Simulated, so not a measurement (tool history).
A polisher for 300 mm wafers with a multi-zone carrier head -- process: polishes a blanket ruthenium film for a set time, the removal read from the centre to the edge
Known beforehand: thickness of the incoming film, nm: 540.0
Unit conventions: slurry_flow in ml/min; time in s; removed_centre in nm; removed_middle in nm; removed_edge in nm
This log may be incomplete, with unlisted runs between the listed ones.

run  hour  slurry_flow  centre_zone  middle_zone  edge_zone  time  removed_centre  removed_middle  removed_edge
  1     0          310            1            1          1    70          60.983          60.965        57.037
  2   5.4          310         1.01            1       0.97    69          60.099          59.636        56.706
  3   7.3          315         1.04         1.03       0.97    66          59.281          58.312        53.963
  4   9.1          315         1.06         1.05       0.95    65          59.274          57.979        51.432
  5  16.4          310         1.07         1.05       0.93    65          59.841          58.325        51.944
  6  24.6          310         1.13         1.05       0.93    65          62.839           57.34        52.189

What does the tool deliver on the next run?
  7  27.9          310         1.12         1.05       0.91    64               ?               ?             ?

removed_centre: 61.267 nm
removed_middle: 55.959 nm
removed_edge: 50.052 nm
